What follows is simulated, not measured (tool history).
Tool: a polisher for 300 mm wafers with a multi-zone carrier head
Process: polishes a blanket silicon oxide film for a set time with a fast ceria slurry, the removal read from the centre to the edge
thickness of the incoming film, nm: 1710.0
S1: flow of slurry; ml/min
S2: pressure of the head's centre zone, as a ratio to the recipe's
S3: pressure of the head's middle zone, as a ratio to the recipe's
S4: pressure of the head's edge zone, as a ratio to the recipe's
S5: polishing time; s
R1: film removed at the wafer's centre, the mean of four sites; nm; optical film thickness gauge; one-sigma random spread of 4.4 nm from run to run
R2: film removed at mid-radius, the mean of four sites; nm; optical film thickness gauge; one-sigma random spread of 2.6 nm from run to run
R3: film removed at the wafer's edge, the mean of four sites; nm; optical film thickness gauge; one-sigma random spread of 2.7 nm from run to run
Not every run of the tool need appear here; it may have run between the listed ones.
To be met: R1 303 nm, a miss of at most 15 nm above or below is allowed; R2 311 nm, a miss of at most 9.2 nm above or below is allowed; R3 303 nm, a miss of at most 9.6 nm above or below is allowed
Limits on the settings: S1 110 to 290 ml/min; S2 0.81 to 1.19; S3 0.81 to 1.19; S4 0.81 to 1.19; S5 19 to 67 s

Run 1, hour 0: S1 185 ml/min, S2 1, S3 1, S4 1, S5 43 s. Result: R1 519.07 nm, R2 534.66 nm, R3 540.94 nm.
Run 2, hour 1.6: S1 185 ml/min, S2 1, S3 0.95, S4 1, S5 43 s. Result: R1 526.94 nm, R2 515.76 nm, R3 531.76 nm.
Run 3, hour 6.2: S1 175 ml/min, S2 0.97, S3 0.93, S4 0.94, S5 36 s. Result: R1 421.63 nm, R2 429.76 nm, R3 438.71 nm.
Run 4, hour 13.6: S1 175 ml/min, S2 0.97, S3 0.87, S4 0.94, S5 36 s. Result: R1 420.99 nm, R2 401.68 nm, R3 434.88 nm.
Run 5, hour 21.3: S1 175 ml/min, S2 0.97, S3 0.87, S4 0.94, S5 28 s. Result: R1 327.83 nm, R2 314.12 nm, R3 337.9 nm.
Run 6, hour 23.9: S1 175 ml/min, S2 0.97, S3 0.89, S4 0.91, S5 27 s. Result: R1 312.13 nm, R2 310.11 nm, R3 318.56 nm.
Run 7, hour 27.9: S1 175 ml/min, S2 0.97, S3 0.9, S4 0.89, S5 27 s. Result: R1 324.79 nm, R2 305.4 nm, R3 319.68 nm.
Run 8, hour 31.8: S1 170 ml/min, S2 0.95, S3 0.93, S4 0.87, S5 27 s. Result: R1 304.2 nm, R2 317.21 nm, R3 312.31 nm.

Consider the 5 candidate settings below. Which is the only one whose results all fall within their allowed miss of target?
Run A, hour 35.7: S1 145 ml/min, S2 1, S3 0.91, S4 0.94, S5 28 s. Result: R1 ?, R2 ?, R3 ?.
Run B, hour 35.7: S1 190 ml/min, S2 0.96, S3 1.05, S4 0.81, S5 25 s. Result: R1 ?, R2 ?, R3 ?.
Run C, hour 35.7: S1 165 ml/min, S2 0.91, S3 0.87, S4 0.99, S5 28 s. Result: R1 ?, R2 ?, R3 ?.
Run D, hour 35.7: S1 180 ml/min, S2 0.97, S3 0.96, S4 0.89, S5 26 s. Result: R1 ?, R2 ?, R3 ?.
Run E, hour 35.7: S1 190 ml/min, S2 0.92, S3 0.94, S4 0.98, S5 27 s. Result: R1 ?, R2 ?, R3 ?.

move      R1      R2      R3
   A  320.59  313.71  330.45
   B   286.1  320.73  282.59
   C  297.27  309.81  343.16
   D  298.26  311.08  305.32
   E  295.82  320.55  333.35
A: its largest miss is bigger than the last run's
B: the result that was furthest off in the last run now lies on the other side of its target
C: its largest miss is bigger than the last run's
D: hits every target within its allowed miss
E: its largest miss is bigger than the last run's
Go with D: it meets all targets.
